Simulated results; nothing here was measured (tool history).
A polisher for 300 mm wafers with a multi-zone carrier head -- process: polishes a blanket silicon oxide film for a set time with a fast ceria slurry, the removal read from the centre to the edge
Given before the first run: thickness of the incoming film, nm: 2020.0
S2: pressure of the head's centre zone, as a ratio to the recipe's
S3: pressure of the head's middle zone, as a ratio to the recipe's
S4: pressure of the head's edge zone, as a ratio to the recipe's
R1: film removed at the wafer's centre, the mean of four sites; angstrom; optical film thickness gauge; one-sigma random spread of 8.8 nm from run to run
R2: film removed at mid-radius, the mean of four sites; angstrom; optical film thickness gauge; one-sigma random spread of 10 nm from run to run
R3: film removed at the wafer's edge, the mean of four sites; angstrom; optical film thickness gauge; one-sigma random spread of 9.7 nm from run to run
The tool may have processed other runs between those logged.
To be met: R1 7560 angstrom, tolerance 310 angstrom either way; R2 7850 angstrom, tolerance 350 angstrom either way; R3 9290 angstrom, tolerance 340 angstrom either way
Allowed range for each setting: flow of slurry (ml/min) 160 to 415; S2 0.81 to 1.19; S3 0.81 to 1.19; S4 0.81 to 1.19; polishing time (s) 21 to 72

Run 1, hour 0: flow of slurry (ml/min) 265, S2 1, S3 1, S4 1, polishing time (s) 46. Result: R1 6835.8 angstrom, R2 6638.8 angstrom, R3 6641.4 angstrom.
Run 2, hour 2.5: flow of slurry (ml/min) 265, S2 0.99, S3 0.99, S4 1.02, polishing time (s) 47. Result: R1 7068.2 angstrom, R2 6703.9 angstrom, R3 6963.3 angstrom.
Run 3, hour 3.3: flow of slurry (ml/min) 265, S2 0.97, S3 0.99, S4 1.04, polishing time (s) 48. Result: R1 6838.2 angstrom, R2 6809.7 angstrom, R3 7059.7 angstrom.
Run 4, hour 5.1: flow of slurry (ml/min) 265, S2 0.96, S3 0.98, S4 1.05, polishing time (s) 49. Result: R1 6883.4 angstrom, R2 6753.9 angstrom, R3 7509.9 angstrom.
Run 5, hour 7.1: flow of slurry (ml/min) 265, S2 1, S3 0.98, S4 1.05, polishing time (s) 49. Result: R1 7400.7 angstrom, R2 6854.3 angstrom, R3 7292.4 angstrom.
Run 6, hour 9.9: flow of slurry (ml/min) 265, S2 0.99, S3 0.98, S4 1.06, polishing time (s) 50. Result: R1 7237.6 angstrom, R2 7128.9 angstrom, R3 7467.6 angstrom.
Run 7, hour 15.3: flow of slurry (ml/min) 275, S2 0.94, S3 0.88, S4 1.16, polishing time (s) 58. Result: R1 8121.9 angstrom, R2 7468.4 angstrom, R3 9222.6 angstrom.
Run 8, hour 21.1: flow of slurry (ml/min) 275, S2 0.93, S3 0.89, S4 1.16, polishing time (s) 58. Result: R1 8154.4 angstrom, R2 7480.3 angstrom, R3 9154.1 angstrom.
Run 9, hour 24.8: flow of slurry (ml/min) 275, S2 0.92, S3 0.9, S4 1.16, polishing time (s) 58. Result: R1 8035.4 angstrom, R2 7737.9 angstrom, R3 9223 angstrom.
Run 10, hour 29.4: flow of slurry (ml/min) 275, S2 0.91, S3 0.9, S4 1.16, polishing time (s) 58. Result: R1 7878.7 angstrom, R2 7730.1 angstrom, R3 9227.8 angstrom.

4 next moves are on the table. One of them brings every result within its allowed miss. Which?
Run A, hour 34: flow of slurry (ml/min) 235, S2 0.88, S3 0.92, S4 1.19, polishing time (s) 59. Result: R1 ?, R2 ?, R3 ?.
Run B, hour 34: flow of slurry (ml/min) 255, S2 0.95, S3 0.91, S4 1.17, polishing time (s) 59. Result: R1 ?, R2 ?, R3 ?.
Run C, hour 34: flow of slurry (ml/min) 260, S2 0.81, S3 1, S4 1.19, polishing time (s) 58. Result: R1 ?, R2 ?, R3 ?.
Run D, hour 34: flow of slurry (ml/min) 265, S2 0.93, S3 1, S4 1.11, polishing time (s) 55. Result: R1 ?, R2 ?, R3 ?.

move      R1      R2      R3
   A  7616.5  7874.9  9289.2
   B  8327.1    7891    9284
   C  6992.8    8376  9214.6
   D  7642.6  7957.2  8444.3
A: meets every target
B: its largest miss is bigger than the last run's
C: takes the result that was furthest off past its target
D: brings the last run's worst result on target, with another outside its allowed miss
The right move is A.
